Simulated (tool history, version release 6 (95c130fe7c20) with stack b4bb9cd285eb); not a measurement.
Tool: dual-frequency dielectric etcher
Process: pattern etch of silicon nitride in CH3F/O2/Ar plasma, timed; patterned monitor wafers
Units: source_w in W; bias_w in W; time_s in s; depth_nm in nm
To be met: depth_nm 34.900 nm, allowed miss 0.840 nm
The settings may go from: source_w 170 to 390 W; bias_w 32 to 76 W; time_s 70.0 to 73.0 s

run,hour,source_w,bias_w,time_s,depth_nm
1,0.0,280,54,70.0,39.439
2,8.1,260,53,70.0,38.610
3,10.3,250,51,70.0,37.129
4,18.4,250,51,70.0,37.468
5,25.6,250,51,70.0,37.620
6,27.5,240,50,70.0,36.772
7,30.3,230,49,70.0,36.032
8,32.1,230,49,70.0,35.993

5 next moves are on the table. One of them brings every result within its allowed miss. Which?
A,33.9,260,47,73.0,?
B,33.9,230,56,70.5,?
C,33.9,300,47,70.5,?
D,33.9,230,50,72.0,?
E,33.9,310,37,70.0,?

move,depth_nm
A,38.042
B,38.323
C,38.155
D,37.329
E,34.690
A: further off than the last run
B: further off than the last run
C: further off than the last run
D: further off than the last run
E: meets every target
The right move is E.
